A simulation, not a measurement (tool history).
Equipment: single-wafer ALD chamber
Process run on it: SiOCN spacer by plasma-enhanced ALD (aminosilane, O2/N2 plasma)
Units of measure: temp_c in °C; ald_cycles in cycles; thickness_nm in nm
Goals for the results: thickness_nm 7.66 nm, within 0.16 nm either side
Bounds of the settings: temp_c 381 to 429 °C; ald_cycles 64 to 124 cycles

| run | day | temp_c | ald_cycles | thickness_nm |
|---|---|---|---|---|
| 1 | 0 | 405 | 94 | 6.5435 |
| 2 | 0.121 | 404 | 96 | 6.715 |
| 3 | 0.362 | 404 | 105 | 7.2997 |
| 4 | 0.671 | 403 | 106 | 7.3949 |
| 5 | 0.779 | 403 | 118 | 8.2603 |
| 6 | 0.917 | 408 | 118 | 8.1841 |
| 7 | 1.008 | 409 | 117 | 8.0597 |
| 8 | 1.321 | 410 | 116 | 7.9692 |
| 9 | 1.442 | 411 | 116 | 7.9475 |

Of the 4 settings listed for the next run, only one would bring every result within its allowed miss of target. Which one?
| A | 1.562 | 411 | 107 | ? |
| B | 1.562 | 417 | 110 | ? |
| C | 1.562 | 425 | 116 | ? |
| D | 1.562 | 422 | 123 | ? |

| move | thickness_nm |
|---|---|
| A | 7.3002 |
| B | 7.3802 |
| C | 7.6075 |
| D | 8.1362 |
A: the result that was furthest off in the last run now lies on the other side of its target
B: the result that was furthest off in the last run now lies on the other side of its target
C: all results in spec
D: the biggest miss grows against the last run
Correct choice: C, which meets every target
